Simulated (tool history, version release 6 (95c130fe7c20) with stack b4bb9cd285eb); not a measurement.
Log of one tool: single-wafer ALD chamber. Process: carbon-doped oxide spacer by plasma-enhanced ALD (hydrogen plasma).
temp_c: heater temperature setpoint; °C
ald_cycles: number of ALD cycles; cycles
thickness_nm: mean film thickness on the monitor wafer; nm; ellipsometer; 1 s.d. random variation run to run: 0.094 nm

| run | hour | temp_c | ald_cycles | thickness_nm |
|---|---|---|---|---|
| 1 | 0.0 | 390 | 638 | 30.560 |
| 2 | 5.0 | 390 | 650 | 31.456 |
| 3 | 9.6 | 382 | 650 | 31.431 |
| 4 | 12.8 | 382 | 604 | 29.069 |
| 5 | 19.5 | 382 | 513 | 24.693 |
| 6 | 26.9 | 377 | 513 | 24.667 |
| 7 | 29.4 | 377 | 541 | 26.052 |

Predict the results of run 8:
| 8 | 35.9 | 377 | 565 | ? |

Run 8 gave thickness_nm 27.155 nm.

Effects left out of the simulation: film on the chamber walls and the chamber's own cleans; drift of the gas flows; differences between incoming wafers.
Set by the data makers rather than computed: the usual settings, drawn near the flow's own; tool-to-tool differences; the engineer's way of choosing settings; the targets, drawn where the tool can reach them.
